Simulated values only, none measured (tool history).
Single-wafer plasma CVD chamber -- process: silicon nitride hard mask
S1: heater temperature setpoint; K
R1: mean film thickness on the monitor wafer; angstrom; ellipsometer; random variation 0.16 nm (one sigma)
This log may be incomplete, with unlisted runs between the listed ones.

{"run": 1, "day": 0.0, "S1": 698.15, "chamber pressure (Pa)": 199, "RF power (kW)": 0.23, "deposition time (s)": 33.6, "R1": 316.94}
{"run": 2, "day": 0.146, "S1": 698.15, "chamber pressure (Pa)": 196, "RF power (kW)": 0.23, "deposition time (s)": 33.6, "R1": 314.27}
{"run": 3, "day": 0.192, "S1": 698.15, "chamber pressure (Pa)": 193, "RF power (kW)": 0.23, "deposition time (s)": 33.6, "R1": 313.88}
{"run": 4, "day": 0.5, "S1": 698.15, "chamber pressure (Pa)": 215, "RF power (kW)": 0.23, "deposition time (s)": 33.6, "R1": 328.99}
{"run": 5, "day": 0.788, "S1": 698.15, "chamber pressure (Pa)": 209, "RF power (kW)": 0.23, "deposition time (s)": 33.6, "R1": 322.63}
{"run": 6, "day": 1.067, "S1": 698.15, "chamber pressure (Pa)": 205, "RF power (kW)": 0.23, "deposition time (s)": 33.6, "R1": 321.09}
{"run": 7, "day": 1.179, "S1": 698.15, "chamber pressure (Pa)": 201, "RF power (kW)": 0.23, "deposition time (s)": 33.6, "R1": 321.29}
{"run": 8, "day": 1.25, "S1": 698.15, "chamber pressure (Pa)": 197, "RF power (kW)": 0.23, "deposition time (s)": 33.6, "R1": 318.05}
{"day": 1.408, "done": "RF generator calibrated"}
{"run": 9, "day": 1.408, "S1": 698.15, "chamber pressure (Pa)": 193, "RF power (kW)": 0.23, "deposition time (s)": 33.6, "R1": 326.44}
{"run": 10, "day": 1.458, "S1": 698.15, "chamber pressure (Pa)": 195, "RF power (kW)": 0.225, "deposition time (s)": 33.6, "R1": 323.48}
{"run": 11, "day": 1.817, "S1": 699.15, "chamber pressure (Pa)": 187, "RF power (kW)": 0.235, "deposition time (s)": 33.6, "R1": 331.02}
{"run": 12, "day": 2.138, "S1": 698.15, "chamber pressure (Pa)": 187, "RF power (kW)": 0.23, "deposition time (s)": 33.6, "R1": 322.74}
{"run": 13, "day": 2.25, "S1": 698.15, "chamber pressure (Pa)": 187, "RF power (kW)": 0.225, "deposition time (s)": 33.6, "R1": 317.69}
{"run": 14, "day": 2.483, "S1": 698.15, "chamber pressure (Pa)": 157, "RF power (kW)": 0.215, "deposition time (s)": 33.6, "R1": 284.75}

Expected results for the next run?
{"run": 15, "day": 2.683, "S1": 698.15, "chamber pressure (Pa)": 160, "RF power (kW)": 0.215, "deposition time (s)": 33.6, "R1": "?"}

R1: 288.50 angstrom
